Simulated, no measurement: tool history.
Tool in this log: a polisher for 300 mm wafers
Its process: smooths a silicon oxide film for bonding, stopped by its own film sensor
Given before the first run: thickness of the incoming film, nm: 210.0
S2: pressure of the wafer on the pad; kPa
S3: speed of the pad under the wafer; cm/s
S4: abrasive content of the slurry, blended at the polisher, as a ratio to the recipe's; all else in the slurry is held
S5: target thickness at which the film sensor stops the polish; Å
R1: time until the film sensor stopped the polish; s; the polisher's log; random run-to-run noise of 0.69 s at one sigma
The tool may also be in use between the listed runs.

{"run": 1, "hour": 0.0, "flow of slurry (ml/min)": 185, "S2": 9.0, "S3": 108, "S4": 1.0, "S5": 1840, "R1": 45.886}
{"run": 2, "hour": 5.6, "flow of slurry (ml/min)": 215, "S2": 9.0, "S3": 108, "S4": 1.0, "S5": 1840, "R1": 45.285}
{"run": 3, "hour": 12.0, "flow of slurry (ml/min)": 215, "S2": 7.6, "S3": 108, "S4": 1.0, "S5": 1840, "R1": 51.598}
{"run": 4, "hour": 19.5, "flow of slurry (ml/min)": 215, "S2": 7.6, "S3": 126, "S4": 1.0, "S5": 1840, "R1": 45.653}
{"run": 5, "hour": 20.2, "flow of slurry (ml/min)": 210, "S2": 6.2, "S3": 122, "S4": 1.0, "S5": 1840, "R1": 55.17}
{"run": 6, "hour": 23.2, "flow of slurry (ml/min)": 240, "S2": 6.2, "S3": 122, "S4": 1.0, "S5": 1840, "R1": 54.577}
{"run": 7, "hour": 28.0, "flow of slurry (ml/min)": 240, "S2": 5.5, "S3": 120, "S4": 1.0, "S5": 1840, "R1": 61.341}
{"run": 8, "hour": 36.3, "flow of slurry (ml/min)": 240, "S2": 4.8, "S3": 120, "S4": 1.0, "S5": 1840, "R1": 67.914}

What will run 9 give?
{"run": 9, "hour": 44.6, "flow of slurry (ml/min)": 240, "S2": 4.1, "S3": 120, "S4": 1.0, "S5": 1840, "R1": "?"}

R1: 75.316 s
